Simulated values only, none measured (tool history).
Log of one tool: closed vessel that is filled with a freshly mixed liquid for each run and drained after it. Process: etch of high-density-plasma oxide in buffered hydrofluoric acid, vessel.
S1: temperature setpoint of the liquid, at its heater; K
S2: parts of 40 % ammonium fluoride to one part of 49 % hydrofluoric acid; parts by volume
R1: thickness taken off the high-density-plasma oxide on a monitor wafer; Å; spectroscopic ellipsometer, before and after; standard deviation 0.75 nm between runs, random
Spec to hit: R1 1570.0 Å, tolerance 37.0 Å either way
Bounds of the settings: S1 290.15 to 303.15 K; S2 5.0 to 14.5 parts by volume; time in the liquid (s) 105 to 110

run 1 hour=0.0 | S1=295.15 S2=9.0 time_in_the_liquid_(s)=105 | R1=1385.7
run 2 hour=2.5 | S1=293.15 S2=9.0 time_in_the_liquid_(s)=105 | R1=1244.7
run 3 hour=5.9 | S1=294.65 S2=9.0 time_in_the_liquid_(s)=105 | R1=1342.3
run 4 hour=7.7 | S1=294.65 S2=9.0 time_in_the_liquid_(s)=110 | R1=1408.2
run 5 hour=14.2 | S1=294.65 S2=9.0 time_in_the_liquid_(s)=110 | R1=1400.7
run 6 hour=23.0 | S1=292.15 S2=9.0 time_in_the_liquid_(s)=110 | R1=1229.7
run 7 hour=26.4 | S1=293.65 S2=9.0 time_in_the_liquid_(s)=110 | R1=1335.9
run 8 hour=32.8 | S1=297.15 S2=9.0 time_in_the_liquid_(s)=110 | R1=1615.9

Next run, 4 choices. One meets every target within its allowed miss, the rest don't. Which?
run A hour=39.2 | S1=294.15 S2=8.0 time_in_the_liquid_(s)=105 | R1=?
run B hour=39.2 | S1=298.15 S2=9.5 time_in_the_liquid_(s)=110 | R1=?
run C hour=39.2 | S1=295.15 S2=8.0 time_in_the_liquid_(s)=105 | R1=?
run D hour=39.2 | S1=295.15 S2=8.5 time_in_the_liquid_(s)=105 | R1=?

move=A R1=1478.6
move=B R1=1641.0
move=C R1=1562.8
move=D R1=1463.4
A: carries the result that was furthest off beyond its target, to the other side
B: further off than the last run
C: all results in spec
D: carries the result that was furthest off beyond its target, to the other side
C is the move that brings every result within its allowed miss.
